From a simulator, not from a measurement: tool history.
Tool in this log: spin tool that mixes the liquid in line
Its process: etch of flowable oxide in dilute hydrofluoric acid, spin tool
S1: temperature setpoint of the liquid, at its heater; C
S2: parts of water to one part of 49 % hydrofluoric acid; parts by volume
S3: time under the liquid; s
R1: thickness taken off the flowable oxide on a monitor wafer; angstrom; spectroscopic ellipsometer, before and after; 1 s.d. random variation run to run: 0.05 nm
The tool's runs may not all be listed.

| run | hour | S1 | S2 | S3 | R1 |
|---|---|---|---|---|---|
| 1 | 0 | 25 | 160 | 60 | 120.49 |
| 2 | 6.2 | 26.5 | 160 | 60 | 129.09 |
| 3 | 7 | 24.5 | 160 | 60 | 118.96 |
| 4 | 12.7 | 24.5 | 160 | 60 | 119.12 |
| 5 | 14.4 | 23 | 160 | 60 | 112.09 |
| 6 | 16.6 | 22 | 160 | 60 | 107.38 |

Run 7 has not been measured yet. What should we expect?
| 7 | 25 | 21.5 | 160 | 60 | ? |

R1: 106.11 angstrom
